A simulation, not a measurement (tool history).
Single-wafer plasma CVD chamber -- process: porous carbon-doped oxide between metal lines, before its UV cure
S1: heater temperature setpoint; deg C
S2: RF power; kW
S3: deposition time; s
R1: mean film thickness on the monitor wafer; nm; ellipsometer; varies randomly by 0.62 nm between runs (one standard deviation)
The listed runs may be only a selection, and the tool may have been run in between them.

run 1 hour=0.0 | S1=280 S2=0.620 S3=31.9 | R1=219.09
run 2 hour=1.8 | S1=280 S2=0.620 S3=30.4 | R1=208.38
run 3 hour=9.6 | S1=277 S2=0.635 S3=30.4 | R1=216.64
run 4 hour=14.4 | S1=277 S2=0.635 S3=30.4 | R1=217.88
run 5 hour=19.9 | S1=277 S2=0.635 S3=31.9 | R1=227.03
run 6 hour=26.5 | S1=277 S2=0.635 S3=30.4 | R1=217.40

Run 7 is up next; what results do you expect?
run 7 hour=27.4 | S1=274 S2=0.645 S3=30.4 | R1=?

Run 7 came out at R1 224.13 nm.

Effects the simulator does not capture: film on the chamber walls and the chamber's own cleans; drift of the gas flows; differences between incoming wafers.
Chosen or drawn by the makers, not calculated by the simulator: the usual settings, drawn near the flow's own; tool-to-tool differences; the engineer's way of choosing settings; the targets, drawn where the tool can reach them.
